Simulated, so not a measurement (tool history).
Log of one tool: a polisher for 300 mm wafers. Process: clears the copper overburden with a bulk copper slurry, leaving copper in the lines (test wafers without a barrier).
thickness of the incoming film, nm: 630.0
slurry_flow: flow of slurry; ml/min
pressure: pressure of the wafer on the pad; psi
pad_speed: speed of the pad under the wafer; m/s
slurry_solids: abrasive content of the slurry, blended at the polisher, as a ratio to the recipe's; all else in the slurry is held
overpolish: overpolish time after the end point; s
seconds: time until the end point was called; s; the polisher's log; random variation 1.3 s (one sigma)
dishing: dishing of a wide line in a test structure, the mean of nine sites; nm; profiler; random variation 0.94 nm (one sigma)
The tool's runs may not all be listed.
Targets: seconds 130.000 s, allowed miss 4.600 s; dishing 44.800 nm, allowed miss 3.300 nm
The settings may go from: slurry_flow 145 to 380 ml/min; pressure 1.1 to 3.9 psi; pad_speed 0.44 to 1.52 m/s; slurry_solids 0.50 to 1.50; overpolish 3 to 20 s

run  hour  slurry_flow  pressure  pad_speed  slurry_solids  overpolish  seconds  dishing
  1   0.0          245       2.5       0.98           1.00          10   83.264   58.064
  2   8.9          245       2.5       0.98           1.00           7   83.123   40.704
  3  12.9          295       2.5       0.98           1.00           7   81.158   42.143
  4  15.4          295       2.3       0.98           1.00           8   87.421   43.067
  5  23.4          295       1.8       0.98           1.00           8  110.240   35.407
  6  32.2          290       1.7       0.98           1.00           9  119.620   36.300
  7  33.3          290       1.7       0.98           1.00           9  118.890   37.361
  8  39.4          285       1.7       0.98           1.00           9  118.510   37.193
  9  48.4          280       1.7       0.98           1.00           9  118.580   35.977
 10  56.9          270       1.6       0.98           1.00          11  125.890   40.759

5 next moves are on the table. One of them brings every result within its allowed miss. Which?
  A  65.4          235       1.5       0.98           1.00          10        ?        ?
  B  65.4          245       1.6       0.96           1.05          10        ?        ?
  C  65.4          375       1.7       0.92           1.05           9        ?        ?
  D  65.4          275       1.4       1.12           0.85          13        ?        ?
  E  65.4          235       1.6       0.96           1.10           9        ?        ?

move  seconds  dishing
   A  138.880   36.708
   B  131.090   38.727
   C  123.770   37.371
   D  132.670   46.848
   E  130.380   35.595
A: further off than the last run
B: further off than the last run
C: further off than the last run
D: meets every target
E: further off than the last run
The right move is D.

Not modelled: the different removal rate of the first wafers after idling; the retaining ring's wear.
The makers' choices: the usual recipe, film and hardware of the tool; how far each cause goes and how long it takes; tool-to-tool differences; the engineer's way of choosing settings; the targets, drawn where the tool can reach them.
